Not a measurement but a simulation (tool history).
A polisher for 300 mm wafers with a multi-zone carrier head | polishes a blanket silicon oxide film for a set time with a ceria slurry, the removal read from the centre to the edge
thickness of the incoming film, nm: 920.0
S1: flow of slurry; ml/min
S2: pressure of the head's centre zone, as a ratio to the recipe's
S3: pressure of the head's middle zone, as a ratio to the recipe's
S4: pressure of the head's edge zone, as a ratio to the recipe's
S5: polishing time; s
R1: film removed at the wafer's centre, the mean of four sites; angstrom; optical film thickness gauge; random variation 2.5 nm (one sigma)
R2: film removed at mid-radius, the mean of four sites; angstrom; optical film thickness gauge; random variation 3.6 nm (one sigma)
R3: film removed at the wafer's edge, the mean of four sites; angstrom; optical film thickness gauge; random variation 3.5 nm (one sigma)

run	hour	S1	S2	S3	S4	S5	R1	R2	R3
1	0.0	185	1.00	1.00	1.00	63	3132.6	3105.2	3174.1
2	8.2	160	1.00	1.00	1.00	63	3053.8	2953.5	3158.2
3	15.1	165	1.00	1.00	0.98	62	2983.8	2926.5	3061.4
4	16.6	125	1.00	1.00	0.98	62	2808.2	2796.1	2862.8
5	19.5	125	1.00	1.00	0.90	62	2787.5	2756.1	2840.4
6	27.3	160	1.00	1.00	0.90	62	2987.3	3017.9	2973.9
7	36.2	160	1.01	1.00	0.89	61	2992.0	2864.9	2857.5

Run 8 comes next. What will it give?
8	43.1	160	1.01	1.00	0.89	61	?	?	?

R1: 2975.5 angstrom
R2: 2939.5 angstrom
R3: 2887.0 angstrom
